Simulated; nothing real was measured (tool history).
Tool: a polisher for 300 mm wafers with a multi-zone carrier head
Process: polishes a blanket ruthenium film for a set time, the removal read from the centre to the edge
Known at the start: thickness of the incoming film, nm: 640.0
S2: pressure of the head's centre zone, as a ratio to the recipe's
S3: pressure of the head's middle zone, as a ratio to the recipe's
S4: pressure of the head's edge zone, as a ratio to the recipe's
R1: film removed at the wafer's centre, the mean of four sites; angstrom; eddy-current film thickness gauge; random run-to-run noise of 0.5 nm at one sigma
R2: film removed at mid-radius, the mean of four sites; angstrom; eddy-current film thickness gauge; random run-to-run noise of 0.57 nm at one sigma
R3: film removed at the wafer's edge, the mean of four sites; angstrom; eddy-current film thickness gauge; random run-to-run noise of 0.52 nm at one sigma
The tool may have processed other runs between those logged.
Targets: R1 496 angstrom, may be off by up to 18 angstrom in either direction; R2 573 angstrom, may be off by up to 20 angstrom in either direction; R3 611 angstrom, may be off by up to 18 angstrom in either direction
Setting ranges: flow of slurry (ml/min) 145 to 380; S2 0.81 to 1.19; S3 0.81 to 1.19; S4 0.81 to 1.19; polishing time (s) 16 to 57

{"run": 1, "hour": 0.0, "flow of slurry (ml/min)": 245, "S2": 1, "S3": 1, "S4": 1, "polishing time (s)": 36, "R1": 461.7, "R2": 466, "R3": 463.57}
{"run": 2, "hour": 2.8, "flow of slurry (ml/min)": 245, "S2": 1, "S3": 0.95, "S4": 1, "polishing time (s)": 36, "R1": 465.56, "R2": 443.09, "R3": 469.47}
{"run": 3, "hour": 4.9, "flow of slurry (ml/min)": 210, "S2": 1, "S3": 0.95, "S4": 1, "polishing time (s)": 36, "R1": 448.06, "R2": 438.13, "R3": 458.48}
{"run": 4, "hour": 8.5, "flow of slurry (ml/min)": 220, "S2": 0.98, "S3": 0.96, "S4": 1.03, "polishing time (s)": 37, "R1": 464.65, "R2": 459.46, "R3": 493.28}
{"run": 5, "hour": 9.9, "flow of slurry (ml/min)": 230, "S2": 0.97, "S3": 0.98, "S4": 1.05, "polishing time (s)": 37, "R1": 452.88, "R2": 457.37, "R3": 490.56}
{"run": 6, "hour": 14.8, "flow of slurry (ml/min)": 230, "S2": 0.97, "S3": 0.9, "S4": 1.05, "polishing time (s)": 37, "R1": 452.92, "R2": 437.72, "R3": 482.2}
{"run": 7, "hour": 18.6, "flow of slurry (ml/min)": 230, "S2": 0.96, "S3": 0.93, "S4": 1.06, "polishing time (s)": 38, "R1": 469.17, "R2": 456.32, "R3": 498.73}
{"run": 8, "hour": 24.0, "flow of slurry (ml/min)": 220, "S2": 0.95, "S3": 0.95, "S4": 1.07, "polishing time (s)": 39, "R1": 474.44, "R2": 477.6, "R3": 523.99}
{"run": 9, "hour": 25.1, "flow of slurry (ml/min)": 220, "S2": 0.94, "S3": 0.97, "S4": 1.08, "polishing time (s)": 39, "R1": 462.24, "R2": 482.18, "R3": 519.07}

Below are 4 possible settings for the next run. Only one of them brings all results inside the allowed miss of their targets. Which is it?
{"run": "A", "hour": 26.2, "flow of slurry (ml/min)": 200, "S2": 0.84, "S3": 0.93, "S4": 1.04, "polishing time (s)": 51, "R1": "?", "R2": "?", "R3": "?"}
{"run": "B", "hour": 26.2, "flow of slurry (ml/min)": 215, "S2": 0.95, "S3": 0.9, "S4": 1.14, "polishing time (s)": 44, "R1": "?", "R2": "?", "R3": "?"}
{"run": "C", "hour": 26.2, "flow of slurry (ml/min)": 195, "S2": 0.82, "S3": 1.04, "S4": 1.09, "polishing time (s)": 48, "R1": "?", "R2": "?", "R3": "?"}
{"run": "D", "hour": 26.2, "flow of slurry (ml/min)": 190, "S2": 0.87, "S3": 0.99, "S4": 1.1, "polishing time (s)": 46, "R1": "?", "R2": "?", "R3": "?"}

move=A R1=534.78 R2=610.37 R3=663.63
move=B R1=525.33 R2=514.76 R3=602.25
move=C R1=490.59 R2=630.02 R3=637.54
move=D R1=497.84 R2=577.85 R3=613.33
A: the result that was furthest off in the last run now lies on the other side of its target
B: gets the furthest-off result to its target, but another result is out of tolerance
C: the result that was furthest off in the last run now lies on the other side of its target
D: all results in spec
D meets every target.
